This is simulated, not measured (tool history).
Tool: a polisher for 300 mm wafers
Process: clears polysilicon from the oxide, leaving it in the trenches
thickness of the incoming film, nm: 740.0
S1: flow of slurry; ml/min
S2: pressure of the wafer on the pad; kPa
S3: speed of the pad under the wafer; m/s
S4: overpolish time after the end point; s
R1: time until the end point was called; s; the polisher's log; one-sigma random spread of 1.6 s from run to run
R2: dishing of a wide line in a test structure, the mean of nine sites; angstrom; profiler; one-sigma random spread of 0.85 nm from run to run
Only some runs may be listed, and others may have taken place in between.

run,hour,S1,S2,S3,S4,R1,R2
1,0.0,150,15.2,1.16,13,48.533,466.41
2,7.8,150,12.4,1.10,13,62.850,468.15
3,11.4,150,14.5,1.10,13,55.275,475.48
4,13.3,150,17.9,1.10,13,43.755,470.58
5,14.7,150,17.9,1.36,13,36.659,473.84
6,15.2,150,17.9,1.36,16,35.189,487.92
7,23.2,145,14.5,1.24,14,48.823,476.45
8,32.2,145,12.4,1.16,12,58.527,459.63

For run 9, what comes out?
9,36.9,145,10.3,1.10,12,?,?

R1: 75.206 s
R2: 451.92 angstrom
